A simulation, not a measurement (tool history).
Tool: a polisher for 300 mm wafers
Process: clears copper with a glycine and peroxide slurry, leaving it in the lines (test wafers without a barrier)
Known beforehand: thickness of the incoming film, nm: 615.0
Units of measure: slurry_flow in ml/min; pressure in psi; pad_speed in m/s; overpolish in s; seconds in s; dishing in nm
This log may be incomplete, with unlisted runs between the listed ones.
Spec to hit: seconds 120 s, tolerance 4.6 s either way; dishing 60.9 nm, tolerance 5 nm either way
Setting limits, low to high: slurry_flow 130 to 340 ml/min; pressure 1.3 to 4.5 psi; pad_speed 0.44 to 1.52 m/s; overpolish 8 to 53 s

Run 1, hour 0: slurry_flow 220 ml/min, pressure 2.9 psi, pad_speed 0.98 m/s, overpolish 27 s. Result: seconds 101.05 s, dishing 89.534 nm.
Run 2, hour 2.9: slurry_flow 220 ml/min, pressure 3.3 psi, pad_speed 0.98 m/s, overpolish 27 s. Result: seconds 88.009 s, dishing 95.452 nm.
Run 3, hour 3.8: slurry_flow 200 ml/min, pressure 3.3 psi, pad_speed 0.98 m/s, overpolish 27 s. Result: seconds 90.338 s, dishing 93.978 nm.
Run 4, hour 12.2: slurry_flow 200 ml/min, pressure 3.9 psi, pad_speed 0.98 m/s, overpolish 27 s. Result: seconds 79.065 s, dishing 106.98 nm.
Run 5, hour 17.3: slurry_flow 200 ml/min, pressure 3.6 psi, pad_speed 0.98 m/s, overpolish 25 s. Result: seconds 84.536 s, dishing 93.254 nm.
Run 6, hour 23.3: slurry_flow 165 ml/min, pressure 3.6 psi, pad_speed 0.98 m/s, overpolish 25 s. Result: seconds 86.867 s, dishing 96.703 nm.
Run 7, hour 26.5: slurry_flow 165 ml/min, pressure 3.4 psi, pad_speed 0.98 m/s, overpolish 23 s. Result: seconds 92.31 s, dishing 88.211 nm.
Run 8, hour 27.9: slurry_flow 165 ml/min, pressure 3.2 psi, pad_speed 0.98 m/s, overpolish 21 s. Result: seconds 96.987 s, dishing 78.875 nm.
Run 9, hour 28.6: slurry_flow 165 ml/min, pressure 3.1 psi, pad_speed 0.98 m/s, overpolish 20 s. Result: seconds 98.693 s, dishing 73.761 nm.
Run 10, hour 31.5: slurry_flow 165 ml/min, pressure 3 psi, pad_speed 0.98 m/s, overpolish 20 s. Result: seconds 101.81 s, dishing 72.905 nm.
Run 11, hour 40.4: slurry_flow 165 ml/min, pressure 3 psi, pad_speed 0.98 m/s, overpolish 20 s. Result: seconds 102.46 s, dishing 75.713 nm.
Run 12, hour 44.4: slurry_flow 165 ml/min, pressure 2.4 psi, pad_speed 0.98 m/s, overpolish 15 s. Result: seconds 121.89 s, dishing 49.966 nm.
Run 13, hour 46.4: slurry_flow 165 ml/min, pressure 2.4 psi, pad_speed 0.98 m/s, overpolish 16 s. Result: seconds 123.69 s, dishing 51.008 nm.

Pick the move, out of 4, that brings all results within their allowed miss; only one does.
Run A, hour 48.4: slurry_flow 150 ml/min, pressure 2.3 psi, pad_speed 1.08 m/s, overpolish 19 s. Result: seconds ?, dishing ?.
Run B, hour 48.4: slurry_flow 195 ml/min, pressure 2.5 psi, pad_speed 0.84 m/s, overpolish 27 s. Result: seconds ?, dishing ?.
Run C, hour 48.4: slurry_flow 185 ml/min, pressure 2.2 psi, pad_speed 0.94 m/s, overpolish 32 s. Result: seconds ?, dishing ?.
Run D, hour 48.4: slurry_flow 140 ml/min, pressure 2.9 psi, pad_speed 0.8 m/s, overpolish 15 s. Result: seconds ?, dishing ?.

move  seconds  dishing
   A   122.44   59.998
   B   133.94   73.452
   C   136.67   79.411
   D   131.29    48.48
A: meets every target
B: pushes the last run's worst result past its target
C: pushes the last run's worst result past its target
D: misses by more than the last run did
A meets every target.
